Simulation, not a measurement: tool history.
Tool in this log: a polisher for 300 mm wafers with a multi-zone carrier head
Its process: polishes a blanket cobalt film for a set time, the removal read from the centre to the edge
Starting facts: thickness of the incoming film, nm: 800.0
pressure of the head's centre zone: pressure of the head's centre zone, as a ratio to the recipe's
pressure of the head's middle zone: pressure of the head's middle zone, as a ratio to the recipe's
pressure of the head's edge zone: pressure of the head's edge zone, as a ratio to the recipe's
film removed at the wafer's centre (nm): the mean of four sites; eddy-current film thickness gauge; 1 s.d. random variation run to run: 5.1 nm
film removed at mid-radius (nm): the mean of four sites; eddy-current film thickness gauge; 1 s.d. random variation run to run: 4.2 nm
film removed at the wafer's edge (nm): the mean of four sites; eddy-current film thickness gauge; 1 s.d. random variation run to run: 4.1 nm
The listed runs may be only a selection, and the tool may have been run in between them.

run	hour	flow of slurry (ml/min)	pressure of the head's centre zone	pressure of the head's middle zone	pressure of the head's edge zone	polishing time (s)	film removed at the wafer's centre (nm)	film removed at mid-radius (nm)	film removed at the wafer's edge (nm)
1	0	150	1	1	1	77	260.14	290.35	271.82
2	5.8	155	1.03	1.02	1.01	79	274.14	302.86	292.5
3	13.8	155	1.03	0.95	1.01	79	273.43	283.9	288.29
4	18.1	155	0.96	0.95	1.01	79	259.48	292.49	290.12
5	23.1	155	0.96	1.01	1.01	79	268.81	300.04	282.61
6	30	165	0.99	1.03	1	80	273.41	311.71	289.16
# hour 32.4: centre zone pressure recalibrated
7	32.4	165	1.03	1.03	0.97	83	312.06	317.76	290.24
8	35.8	170	1.04	1.05	0.98	84	322.28	325.64	309.88
9	40.7	175	1.04	1.07	0.98	85	334.1	345.62	312.34
10	44.1	180	1.04	1.08	0.98	85	332.25	345.63	309.34

Run 11 is up next; what results do you expect?
11	52.8	185	1.05	1.09	0.98	85	?	?	?

Run 11 came out at film removed at the wafer's centre (nm) 336.41, film removed at mid-radius (nm) 353.09, film removed at the wafer's edge (nm) 305.23.
